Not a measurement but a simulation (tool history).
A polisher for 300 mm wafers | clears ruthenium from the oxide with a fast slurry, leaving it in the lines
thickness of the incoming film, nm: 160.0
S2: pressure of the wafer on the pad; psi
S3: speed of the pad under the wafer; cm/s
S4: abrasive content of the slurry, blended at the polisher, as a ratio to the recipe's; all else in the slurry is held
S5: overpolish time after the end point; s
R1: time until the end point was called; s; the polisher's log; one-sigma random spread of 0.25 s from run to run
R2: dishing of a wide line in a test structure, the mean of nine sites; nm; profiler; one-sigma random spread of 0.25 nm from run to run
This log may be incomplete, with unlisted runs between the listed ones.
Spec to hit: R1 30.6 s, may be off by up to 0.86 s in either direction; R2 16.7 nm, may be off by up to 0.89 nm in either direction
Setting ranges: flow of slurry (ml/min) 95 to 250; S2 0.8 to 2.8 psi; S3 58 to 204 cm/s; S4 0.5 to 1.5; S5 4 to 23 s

{"run": 1, "hour": 0.0, "flow of slurry (ml/min)": 160, "S2": 1.8, "S3": 130, "S4": 1, "S5": 12, "R1": 46.806, "R2": 15.526}
{"run": 2, "hour": 5.7, "flow of slurry (ml/min)": 160, "S2": 2.1, "S3": 130, "S4": 1, "S5": 12, "R1": 40.546, "R2": 15.607}
{"run": 3, "hour": 9.7, "flow of slurry (ml/min)": 160, "S2": 1.8, "S3": 130, "S4": 1, "S5": 12, "R1": 46.982, "R2": 15.418}
{"run": 4, "hour": 17.4, "flow of slurry (ml/min)": 160, "S2": 1.6, "S3": 130, "S4": 1, "S5": 12, "R1": 52.837, "R2": 15.011}
{"run": 5, "hour": 26.3, "flow of slurry (ml/min)": 165, "S2": 1.7, "S3": 130, "S4": 1, "S5": 12, "R1": 49.346, "R2": 15.097}
{"run": 6, "hour": 32.0, "flow of slurry (ml/min)": 165, "S2": 1.5, "S3": 130, "S4": 1, "S5": 12, "R1": 55.302, "R2": 14.512}
{"run": 7, "hour": 35.2, "flow of slurry (ml/min)": 170, "S2": 1.6, "S3": 130, "S4": 1, "S5": 12, "R1": 52.294, "R2": 14.922}
{"run": 8, "hour": 43.6, "flow of slurry (ml/min)": 170, "S2": 1.7, "S3": 130, "S4": 1, "S5": 12, "R1": 48.619, "R2": 15.245}
{"run": 9, "hour": 45.8, "flow of slurry (ml/min)": 180, "S2": 1.8, "S3": 130, "S4": 1, "S5": 12, "R1": 46.12, "R2": 15.592}
{"run": 10, "hour": 49.3, "flow of slurry (ml/min)": 185, "S2": 1.9, "S3": 130, "S4": 1, "S5": 12, "R1": 43.645, "R2": 15.78}
{"run": 11, "hour": 55.0, "flow of slurry (ml/min)": 190, "S2": 2, "S3": 130, "S4": 1, "S5": 12, "R1": 41.441, "R2": 16.001}
{"run": 12, "hour": 63.1, "flow of slurry (ml/min)": 190, "S2": 2.1, "S3": 130, "S4": 1, "S5": 12, "R1": 38.57, "R2": 16.093}
{"run": 13, "hour": 64.2, "flow of slurry (ml/min)": 215, "S2": 2.5, "S3": 130, "S4": 1, "S5": 12, "R1": 32.728, "R2": 16.831}
{"run": 14, "hour": 70.1, "flow of slurry (ml/min)": 215, "S2": 2.5, "S3": 130, "S4": 1, "S5": 12, "R1": 32.297, "R2": 16.548}

Pick the move, out of 4, that brings all results within their allowed miss; only one does.
{"run": "A", "hour": 76.0, "flow of slurry (ml/min)": 205, "S2": 2.5, "S3": 130, "S4": 1, "S5": 12, "R1": "?", "R2": "?"}
{"run": "B", "hour": 76.0, "flow of slurry (ml/min)": 225, "S2": 2.5, "S3": 150, "S4": 0.8, "S5": 6, "R1": "?", "R2": "?"}
{"run": "C", "hour": 76.0, "flow of slurry (ml/min)": 220, "S2": 2.6, "S3": 130, "S4": 0.95, "S5": 8, "R1": "?", "R2": "?"}
{"run": "D", "hour": 76.0, "flow of slurry (ml/min)": 235, "S2": 2.7, "S3": 126, "S4": 1.05, "S5": 13, "R1": "?", "R2": "?"}

move=A R1=32.921 R2=16.185
move=B R1=30.724 R2=14.081
move=C R1=31.978 R2=15.148
move=D R1=30.398 R2=16.424
A: misses by more than the last run did
B: gets the furthest-off result to its target, but another result is out of tolerance
C: moves toward the targets from the last run without getting all of them in spec
D: all results land within tolerance of their targets
The move that meets every target is D.
